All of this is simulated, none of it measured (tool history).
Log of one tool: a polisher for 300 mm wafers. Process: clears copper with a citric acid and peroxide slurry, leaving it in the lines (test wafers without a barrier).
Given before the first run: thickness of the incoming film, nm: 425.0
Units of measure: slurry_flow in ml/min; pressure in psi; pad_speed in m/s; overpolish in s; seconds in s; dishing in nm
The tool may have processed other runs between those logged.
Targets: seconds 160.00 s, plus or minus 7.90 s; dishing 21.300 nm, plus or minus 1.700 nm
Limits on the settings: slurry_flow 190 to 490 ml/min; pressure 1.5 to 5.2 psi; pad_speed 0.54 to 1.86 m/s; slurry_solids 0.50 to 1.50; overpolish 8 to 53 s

{"run": 1, "hour": 0.0, "slurry_flow": 315, "pressure": 3.3, "pad_speed": 1.18, "slurry_solids": 1.0, "overpolish": 27, "seconds": 114.29, "dishing": 23.381}
{"run": 2, "hour": 4.6, "slurry_flow": 365, "pressure": 3.3, "pad_speed": 1.18, "slurry_solids": 1.0, "overpolish": 27, "seconds": 115.38, "dishing": 23.849}
{"run": 3, "hour": 9.1, "slurry_flow": 365, "pressure": 3.1, "pad_speed": 1.18, "slurry_solids": 1.0, "overpolish": 26, "seconds": 121.25, "dishing": 22.856}
{"run": 4, "hour": 13.9, "slurry_flow": 365, "pressure": 3.0, "pad_speed": 1.18, "slurry_solids": 1.0, "overpolish": 26, "seconds": 123.84, "dishing": 22.351}
{"run": 5, "hour": 15.1, "slurry_flow": 425, "pressure": 3.0, "pad_speed": 1.18, "slurry_solids": 1.0, "overpolish": 26, "seconds": 123.01, "dishing": 23.432}
{"run": 6, "hour": 17.4, "slurry_flow": 425, "pressure": 3.0, "pad_speed": 1.18, "slurry_solids": 0.8, "overpolish": 26, "seconds": 133.92, "dishing": 22.268}
{"run": 7, "hour": 24.0, "slurry_flow": 425, "pressure": 2.3, "pad_speed": 1.16, "slurry_solids": 0.8, "overpolish": 25, "seconds": 173.64, "dishing": 19.511}
{"run": 8, "hour": 27.4, "slurry_flow": 425, "pressure": 2.3, "pad_speed": 1.16, "slurry_solids": 0.8, "overpolish": 26, "seconds": 172.14, "dishing": 20.919}

Of the 5 settings listed for the next run, only one would bring every result within its allowed miss of target. Which one?
{"run": "A", "hour": 30.8, "slurry_flow": 415, "pressure": 2.8, "pad_speed": 0.94, "slurry_solids": 0.7, "overpolish": 19, "seconds": "?", "dishing": "?"}
{"run": "B", "hour": 30.8, "slurry_flow": 450, "pressure": 2.8, "pad_speed": 0.94, "slurry_solids": 0.75, "overpolish": 18, "seconds": "?", "dishing": "?"}
{"run": "C", "hour": 30.8, "slurry_flow": 450, "pressure": 2.4, "pad_speed": 1.24, "slurry_solids": 0.75, "overpolish": 27, "seconds": "?", "dishing": "?"}
{"run": "D", "hour": 30.8, "slurry_flow": 425, "pressure": 2.2, "pad_speed": 1.18, "slurry_solids": 0.8, "overpolish": 18, "seconds": "?", "dishing": "?"}
{"run": "E", "hour": 30.8, "slurry_flow": 405, "pressure": 2.7, "pad_speed": 1.22, "slurry_solids": 0.75, "overpolish": 25, "seconds": "?", "dishing": "?"}

move=A seconds=184.70 dishing=18.198
move=B seconds=180.14 dishing=17.933
move=C seconds=162.44 dishing=21.882
move=D seconds=181.77 dishing=17.694
move=E seconds=148.01 dishing=22.096
A: the biggest miss grows against the last run
B: the biggest miss grows against the last run
C: all results land within tolerance of their targets
D: the biggest miss grows against the last run
E: takes the biggest miss from the last run beyond its target
Go with C: it meets all targets.
